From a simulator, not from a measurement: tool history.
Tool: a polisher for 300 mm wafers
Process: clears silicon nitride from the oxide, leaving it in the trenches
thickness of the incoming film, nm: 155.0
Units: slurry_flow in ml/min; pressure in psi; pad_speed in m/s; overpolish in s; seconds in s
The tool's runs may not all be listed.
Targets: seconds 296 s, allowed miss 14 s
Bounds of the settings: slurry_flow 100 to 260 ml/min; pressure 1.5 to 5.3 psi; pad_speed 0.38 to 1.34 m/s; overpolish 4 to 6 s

run 1 hour=0 | slurry_flow=165 pressure=3.4 pad_speed=0.86 overpolish=6 | seconds=196.02
run 2 hour=2.9 | slurry_flow=165 pressure=3.4 pad_speed=0.86 overpolish=6 | seconds=197.74
run 3 hour=7.3 | slurry_flow=130 pressure=3.4 pad_speed=0.86 overpolish=6 | seconds=211.27
run 4 hour=15.9 | slurry_flow=125 pressure=3.1 pad_speed=0.86 overpolish=6 | seconds=225.54
run 5 hour=20.4 | slurry_flow=125 pressure=3.8 pad_speed=0.86 overpolish=6 | seconds=190.51
run 6 hour=25.8 | slurry_flow=140 pressure=3.8 pad_speed=0.86 overpolish=6 | seconds=185.72
run 7 hour=26.8 | slurry_flow=140 pressure=3.8 pad_speed=0.86 overpolish=6 | seconds=179.58
run 8 hour=31.1 | slurry_flow=135 pressure=3.3 pad_speed=0.86 overpolish=6 | seconds=210.11
run 9 hour=39.9 | slurry_flow=130 pressure=2.9 pad_speed=0.86 overpolish=6 | seconds=229.73
run 10 hour=46.3 | slurry_flow=130 pressure=1.9 pad_speed=0.84 overpolish=6 | seconds=328.55
run 11 hour=49.4 | slurry_flow=130 pressure=1.9 pad_speed=0.84 overpolish=6 | seconds=323.89
run 12 hour=53.3 | slurry_flow=135 pressure=2 pad_speed=0.84 overpolish=6 | seconds=310.6
run 13 hour=60.5 | slurry_flow=140 pressure=2 pad_speed=0.84 overpolish=6 | seconds=312.19

5 next moves are on the table. One of them brings every result within its allowed miss. Which?
run A hour=67.7 | slurry_flow=120 pressure=2.2 pad_speed=1 overpolish=4 | seconds=?
run B hour=67.7 | slurry_flow=105 pressure=1.9 pad_speed=1.12 overpolish=6 | seconds=?
run C hour=67.7 | slurry_flow=215 pressure=2.1 pad_speed=0.94 overpolish=4 | seconds=?
run D hour=67.7 | slurry_flow=130 pressure=2.1 pad_speed=0.86 overpolish=4 | seconds=?
run E hour=67.7 | slurry_flow=125 pressure=2.5 pad_speed=0.88 overpolish=6 | seconds=?

move=A seconds=251.37
move=B seconds=261.67
move=C seconds=247.51
move=D seconds=292.22
move=E seconds=253.39
A: takes the result that was furthest off past its target
B: takes the result that was furthest off past its target
C: takes the result that was furthest off past its target
D: meets every target
E: takes the result that was furthest off past its target
The right move is D.
